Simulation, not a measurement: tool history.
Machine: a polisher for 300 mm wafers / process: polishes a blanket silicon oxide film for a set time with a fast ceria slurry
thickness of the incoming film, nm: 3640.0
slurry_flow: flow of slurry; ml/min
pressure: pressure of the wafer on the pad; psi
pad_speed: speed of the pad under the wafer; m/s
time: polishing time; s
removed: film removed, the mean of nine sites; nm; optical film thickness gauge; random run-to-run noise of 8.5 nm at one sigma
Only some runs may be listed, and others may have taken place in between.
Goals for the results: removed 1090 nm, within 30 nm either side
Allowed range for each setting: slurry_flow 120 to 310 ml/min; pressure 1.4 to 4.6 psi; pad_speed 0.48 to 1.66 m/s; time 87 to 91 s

run	hour	slurry_flow	pressure	pad_speed	time	removed
1	0	200	3	1.06	87	1681.3
2	6.6	200	2.5	1.06	87	1425.9
3	9.9	195	2.3	1.06	87	1311.6
4	11.3	195	2.3	1.22	87	1429.9
5	12.3	195	2.3	1.48	87	1625.2
6	13.4	190	2.1	1.46	87	1480.6
7	16.1	180	1.9	1.46	87	1320.8
8	17.5	130	1.5	1.46	87	994.05

Next run, 4 choices. One meets every target within its allowed miss, the rest don't. Which?
A	18.9	120	1.4	1.44	87	?
B	18.9	125	1.4	1.42	87	?
C	18.9	150	1.5	1.48	91	?
D	18.9	140	1.5	1.46	87	?

move	removed
A	908.49
B	909.12
C	1089.5
D	1016.5
A: further off than the last run
B: further off than the last run
C: in spec on every target
D: moves toward the targets from the last run without getting all of them in spec
The right move is C.
